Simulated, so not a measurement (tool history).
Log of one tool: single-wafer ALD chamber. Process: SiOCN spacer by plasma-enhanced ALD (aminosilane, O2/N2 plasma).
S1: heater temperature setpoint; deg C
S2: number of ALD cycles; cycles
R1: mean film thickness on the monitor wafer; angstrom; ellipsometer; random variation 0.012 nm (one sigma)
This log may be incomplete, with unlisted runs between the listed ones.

Run 1, day 0: S1 405 deg C, S2 95 cycles. Result: R1 57.407 angstrom.
Run 2, day 0.242: S1 410 deg C, S2 92 cycles. Result: R1 54.958 angstrom.
Run 3, day 0.496: S1 413 deg C, S2 89 cycles. Result: R1 52.461 angstrom.
Run 4, day 0.688: S1 405 deg C, S2 89 cycles. Result: R1 53.783 angstrom.
Run 5, day 0.983: S1 405 deg C, S2 99 cycles. Result: R1 59.88 angstrom.
Run 6, day 1.096: S1 405 deg C, S2 108 cycles. Result: R1 65.284 angstrom.
Run 7, day 1.242: S1 405 deg C, S2 108 cycles. Result: R1 65.544 angstrom.
Run 8, day 1.479: S1 410 deg C, S2 101 cycles. Result: R1 60.058 angstrom.

Predict the results of run 9:
Run 9, day 1.633: S1 414 deg C, S2 96 cycles. Result: R1 ?.

{"run 9": {"R1": 56.35}}
